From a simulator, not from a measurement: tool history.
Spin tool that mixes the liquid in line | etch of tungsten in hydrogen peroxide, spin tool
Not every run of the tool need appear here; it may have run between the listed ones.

run,day,temperature setpoint of the liquid (C),concentration of hydrogen peroxide in the mixed liquid (% by weight),time under the liquid (s),thickness taken off the tungsten on a monitor wafer (Å)
1,0.000,46.0,24.5,50,734.58
2,0.062,46.0,24.5,50,722.02
3,0.200,46.0,26.5,50,754.73
4,0.471,44.5,26.5,50,682.47
5,0.838,44.5,30.0,50,722.55
6,1.017,41.5,30.0,50,594.74
7,1.342,41.0,30.0,50,573.06
8,1.404,40.5,30.0,50,564.12

Estimate the outcome of run 9 from the log above:
9,1.729,40.0,30.0,50,?

{"run 9": {"thickness taken off the tungsten on a monitor wafer (Å)": 533.63}}

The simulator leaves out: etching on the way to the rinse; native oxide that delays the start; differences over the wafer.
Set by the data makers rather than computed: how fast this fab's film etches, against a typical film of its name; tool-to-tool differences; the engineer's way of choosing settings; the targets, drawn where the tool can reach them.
